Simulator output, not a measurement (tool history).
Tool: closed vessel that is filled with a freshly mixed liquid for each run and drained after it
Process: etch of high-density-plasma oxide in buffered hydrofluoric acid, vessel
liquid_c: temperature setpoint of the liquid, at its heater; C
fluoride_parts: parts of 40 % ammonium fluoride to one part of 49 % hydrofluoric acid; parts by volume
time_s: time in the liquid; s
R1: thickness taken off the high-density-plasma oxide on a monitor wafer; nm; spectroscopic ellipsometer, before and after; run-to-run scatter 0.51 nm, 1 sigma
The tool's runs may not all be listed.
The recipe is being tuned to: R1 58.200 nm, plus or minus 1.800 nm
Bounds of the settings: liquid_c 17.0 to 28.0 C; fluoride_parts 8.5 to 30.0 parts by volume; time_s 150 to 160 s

{"run": 1, "hour": 0.0, "liquid_c": 20.0, "fluoride_parts": 23.0, "time_s": 150, "R1": 74.8}
{"run": 2, "hour": 0.6, "liquid_c": 19.5, "fluoride_parts": 23.5, "time_s": 150, "R1": 72.048}
{"run": 3, "hour": 2.4, "liquid_c": 19.0, "fluoride_parts": 24.0, "time_s": 150, "R1": 68.078}
{"run": 4, "hour": 6.7, "liquid_c": 18.0, "fluoride_parts": 24.5, "time_s": 150, "R1": 63.762}
{"run": 5, "hour": 11.3, "liquid_c": 17.0, "fluoride_parts": 24.5, "time_s": 150, "R1": 60.446}
{"run": 6, "hour": 14.3, "liquid_c": 17.0, "fluoride_parts": 20.5, "time_s": 150, "R1": 68.716}
{"run": 7, "hour": 23.2, "liquid_c": 17.0, "fluoride_parts": 21.0, "time_s": 150, "R1": 67.458}
{"run": 8, "hour": 31.0, "liquid_c": 17.0, "fluoride_parts": 21.0, "time_s": 150, "R1": 67.791}
{"run": 9, "hour": 36.2, "liquid_c": 17.0, "fluoride_parts": 21.5, "time_s": 150, "R1": 66.788}
{"run": 10, "hour": 42.8, "liquid_c": 17.0, "fluoride_parts": 21.5, "time_s": 150, "R1": 66.529}
{"run": 11, "hour": 45.6, "liquid_c": 17.0, "fluoride_parts": 22.0, "time_s": 150, "R1": 65.749}
{"run": 12, "hour": 48.0, "liquid_c": 17.0, "fluoride_parts": 22.5, "time_s": 150, "R1": 64.766}
{"run": 13, "hour": 56.6, "liquid_c": 17.0, "fluoride_parts": 23.0, "time_s": 150, "R1": 63.66}
{"run": 14, "hour": 57.5, "liquid_c": 17.0, "fluoride_parts": 23.5, "time_s": 150, "R1": 61.148}

Pick the move, out of 4, that brings all results within their allowed miss; only one does.
{"run": "A", "hour": 58.4, "liquid_c": 17.0, "fluoride_parts": 28.5, "time_s": 160, "R1": "?"}
{"run": "B", "hour": 58.4, "liquid_c": 18.0, "fluoride_parts": 26.0, "time_s": 150, "R1": "?"}
{"run": "C", "hour": 58.4, "liquid_c": 17.0, "fluoride_parts": 22.0, "time_s": 155, "R1": "?"}
{"run": "D", "hour": 58.4, "liquid_c": 17.0, "fluoride_parts": 24.0, "time_s": 150, "R1": "?"}

move=A R1=59.255
move=B R1=62.687
move=C R1=68.677
move=D R1=62.578
A: all results land within tolerance of their targets
B: misses by more than the last run did
C: misses by more than the last run did
D: misses by more than the last run did
Answer: A
